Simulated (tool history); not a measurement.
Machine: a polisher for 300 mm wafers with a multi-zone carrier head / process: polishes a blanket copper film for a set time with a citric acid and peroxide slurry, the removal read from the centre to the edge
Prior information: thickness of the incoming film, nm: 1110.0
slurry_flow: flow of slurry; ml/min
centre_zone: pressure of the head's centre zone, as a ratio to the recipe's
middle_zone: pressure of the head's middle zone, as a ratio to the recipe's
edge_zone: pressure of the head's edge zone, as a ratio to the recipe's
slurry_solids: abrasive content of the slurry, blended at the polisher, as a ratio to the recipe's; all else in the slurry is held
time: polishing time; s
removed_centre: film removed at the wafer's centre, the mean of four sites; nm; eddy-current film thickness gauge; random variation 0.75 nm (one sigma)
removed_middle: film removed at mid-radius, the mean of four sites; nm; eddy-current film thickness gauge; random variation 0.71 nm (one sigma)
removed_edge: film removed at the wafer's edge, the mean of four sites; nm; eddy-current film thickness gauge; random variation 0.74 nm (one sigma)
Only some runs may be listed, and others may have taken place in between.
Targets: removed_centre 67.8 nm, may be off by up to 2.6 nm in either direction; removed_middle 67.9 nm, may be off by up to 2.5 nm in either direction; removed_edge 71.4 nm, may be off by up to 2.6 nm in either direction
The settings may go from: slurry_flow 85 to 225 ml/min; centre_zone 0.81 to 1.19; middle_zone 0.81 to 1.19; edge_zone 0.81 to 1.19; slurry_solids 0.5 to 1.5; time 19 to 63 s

run,hour,slurry_flow,centre_zone,middle_zone,edge_zone,slurry_solids,time,removed_centre,removed_middle,removed_edge
1,0,145,1,1,1,1,41,136.12,138.35,142.09
2,6,145,1,1,1,1,37,124.69,126.02,126.04
3,9.9,175,1,1,1,1,37,129.93,128.87,128.73
4,12.9,175,1,1,1,1.1,37,128.93,131.43,130.14
5,18,165,0.95,0.96,0.97,0.95,31,102.84,102.98,103.88
6,23.8,155,0.91,0.93,0.94,0.8,29,86.968,88.384,93.24
7,32,160,0.9,0.92,0.91,0.7,27,80.449,81.579,82.65
8,37.8,150,0.88,0.9,0.89,0.65,27,74.872,78.029,79.98
9,43,140,0.88,0.88,0.87,0.6,27,73.266,74.101,78.099
10,44.5,135,0.88,0.87,0.85,0.55,27,72.191,72.743,76.005
11,52.2,130,0.88,0.86,0.84,0.55,27,72.666,69.403,74.198

Exactly one of the 5 candidate moves below puts every result within its allowed miss. Which one?
A,59.9,135,0.86,0.85,0.83,0.5,26,?,?,?
B,59.9,115,0.98,0.85,0.81,0.5,28,?,?,?
C,59.9,130,1,0.84,0.81,0.5,26,?,?,?
D,59.9,155,1.04,0.87,0.81,0.5,25,?,?,?
E,59.9,105,1,0.86,0.81,0.6,29,?,?,?

move,removed_centre,removed_middle,removed_edge
A,67.04,67.117,70.543
B,75.79,69.307,73.003
C,74.149,65.832,69.355
D,76.795,67.746,68.557
E,79.555,72.639,76.43
A: meets every target
B: further off than the last run
C: further off than the last run
D: further off than the last run
E: further off than the last run
So the answer is move A, the one that meets all the targets.
